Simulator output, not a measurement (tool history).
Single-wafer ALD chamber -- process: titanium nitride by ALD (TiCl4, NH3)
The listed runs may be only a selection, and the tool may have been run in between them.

run  hour  heater temperature setpoint (K)  number of ALD cycles (cycles)  NH3 pulse time (s)  mean film thickness on the monitor wafer (nm)
  1     0                           668.15                            105                2.52                                         2.5835
  2   4.9                           668.15                            105                2.08                                         2.5712
  3   6.6                           667.15                            104                1.99                                         2.5401
  4  14.1                           667.15                            104                1.57                                         2.4921
  5  18.7                           667.15                            104                2.28                                         2.5634
  6  24.1                           667.15                            104                1.97                                         2.5184
  7    25                           666.15                            103                1.97                                         2.5046

The next listed run, before its measurement:
  8  33.5                           666.15                            103                1.97                                              ?

{"run 8": {"mean film thickness on the monitor wafer (nm)": 2.5134}}
